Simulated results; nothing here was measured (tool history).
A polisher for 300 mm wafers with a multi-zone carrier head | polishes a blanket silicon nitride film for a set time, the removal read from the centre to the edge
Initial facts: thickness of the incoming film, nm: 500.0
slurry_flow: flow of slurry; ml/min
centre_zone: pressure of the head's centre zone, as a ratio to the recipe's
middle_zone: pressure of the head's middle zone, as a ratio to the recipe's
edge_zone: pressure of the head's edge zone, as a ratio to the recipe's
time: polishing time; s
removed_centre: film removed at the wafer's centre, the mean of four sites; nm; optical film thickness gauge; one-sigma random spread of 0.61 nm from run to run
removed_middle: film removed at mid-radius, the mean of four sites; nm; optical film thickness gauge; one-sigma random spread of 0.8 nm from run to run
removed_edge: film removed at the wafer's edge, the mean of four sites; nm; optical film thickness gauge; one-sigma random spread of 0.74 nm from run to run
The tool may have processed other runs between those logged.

run 1 day=0.000 | slurry_flow=170 centre_zone=1.00 middle_zone=1.00 edge_zone=1.00 time=52 | removed_centre=111.130 removed_middle=115.180 removed_edge=111.560
run 2 day=0.212 | slurry_flow=170 centre_zone=1.00 middle_zone=1.03 edge_zone=1.00 time=52 | removed_centre=109.230 removed_middle=116.240 removed_edge=112.530
run 3 day=0.479 | slurry_flow=155 centre_zone=0.96 middle_zone=0.98 edge_zone=1.00 time=44 | removed_centre=88.709 removed_middle=92.861 removed_edge=94.895
run 4 day=0.654 | slurry_flow=155 centre_zone=0.96 middle_zone=1.02 edge_zone=1.00 time=44 | removed_centre=90.071 removed_middle=96.299 removed_edge=96.196
run 5 day=0.700 | slurry_flow=155 centre_zone=0.96 middle_zone=1.02 edge_zone=1.00 time=34 | removed_centre=68.968 removed_middle=74.040 removed_edge=74.376
run 6 day=0.883 | slurry_flow=155 centre_zone=1.01 middle_zone=1.02 edge_zone=1.00 time=34 | removed_centre=71.595 removed_middle=72.458 removed_edge=74.551
run 7 day=1.017 | slurry_flow=150 centre_zone=0.99 middle_zone=1.01 edge_zone=0.99 time=32 | removed_centre=66.111 removed_middle=67.219 removed_edge=68.410
run 8 day=1.354 | slurry_flow=140 centre_zone=0.96 middle_zone=1.00 edge_zone=0.99 time=31 | removed_centre=61.780 removed_middle=64.377 removed_edge=65.980

Run 9 is up next; what results do you expect?
run 9 day=1.708 | slurry_flow=135 centre_zone=0.95 middle_zone=1.00 edge_zone=1.00 time=31 | removed_centre=? removed_middle=? removed_edge=?

{"run 9": {"removed_centre": 59.846, "removed_middle": 64.485, "removed_edge": 66.793}}
